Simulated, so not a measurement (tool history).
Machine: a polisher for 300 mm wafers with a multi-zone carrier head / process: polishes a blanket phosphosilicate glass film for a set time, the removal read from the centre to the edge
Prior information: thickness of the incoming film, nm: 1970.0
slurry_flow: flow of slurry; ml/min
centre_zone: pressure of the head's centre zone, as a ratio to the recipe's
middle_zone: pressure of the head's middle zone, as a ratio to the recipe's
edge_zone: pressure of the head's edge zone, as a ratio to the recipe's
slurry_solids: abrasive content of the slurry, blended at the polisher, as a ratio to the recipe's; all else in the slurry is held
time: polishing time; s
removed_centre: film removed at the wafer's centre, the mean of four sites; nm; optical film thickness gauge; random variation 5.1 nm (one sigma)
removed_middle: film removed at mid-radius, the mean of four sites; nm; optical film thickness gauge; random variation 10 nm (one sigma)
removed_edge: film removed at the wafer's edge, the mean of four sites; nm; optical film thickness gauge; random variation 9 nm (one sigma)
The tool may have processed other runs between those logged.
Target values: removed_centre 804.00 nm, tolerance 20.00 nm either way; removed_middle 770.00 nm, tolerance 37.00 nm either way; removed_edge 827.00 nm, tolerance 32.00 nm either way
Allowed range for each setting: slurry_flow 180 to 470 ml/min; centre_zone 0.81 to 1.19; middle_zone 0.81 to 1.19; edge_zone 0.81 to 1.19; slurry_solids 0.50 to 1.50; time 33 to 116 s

run	hour	slurry_flow	centre_zone	middle_zone	edge_zone	slurry_solids	time	removed_centre	removed_middle	removed_edge
1	0.0	300	1.00	1.00	1.00	1.00	74	630.32	619.79	648.81
2	1.2	300	1.00	1.00	1.00	1.20	74	684.80	672.14	717.79
3	6.3	305	1.02	1.01	1.02	1.25	74	712.15	698.23	741.71
4	7.5	310	1.03	1.02	1.04	1.25	74	710.91	710.53	728.47
5	12.8	310	0.97	1.02	1.04	1.25	74	685.24	711.47	745.55
6	19.0	255	0.97	1.02	1.04	1.25	74	668.96	707.52	737.00
7	21.5	260	0.99	1.02	1.05	1.30	74	691.52	705.65	760.60
8	22.2	270	1.01	1.02	1.06	1.35	74	719.14	736.66	754.41
9	30.0	280	1.01	1.01	1.06	1.40	74	729.59	750.15	787.32
10	36.6	280	1.01	1.01	1.06	1.40	74	735.65	730.50	791.91
11	41.4	290	1.02	1.01	1.06	1.40	74	734.73	728.98	777.39

Exercise: of the 4 proposed moves below, exactly one satisfies all targets within the stated allowed misses. Which move is it?
A	46.2	255	1.08	1.06	1.01	1.45	81	?	?	?
B	46.2	340	1.10	1.03	1.15	1.20	80	?	?	?
C	46.2	290	1.18	1.04	0.99	1.45	75	?	?	?
D	46.2	305	1.01	1.11	0.99	1.40	81	?	?	?

move	removed_centre	removed_middle	removed_edge
A	840.15	831.60	844.90
B	798.78	761.83	840.68
C	837.82	765.90	780.59
D	802.80	861.86	833.74
A: pushes the last run's worst result past its target
B: each result inside its tolerance
C: pushes the last run's worst result past its target
D: brings the last run's worst result on target, with another outside its allowed miss
The move that meets every target is B.
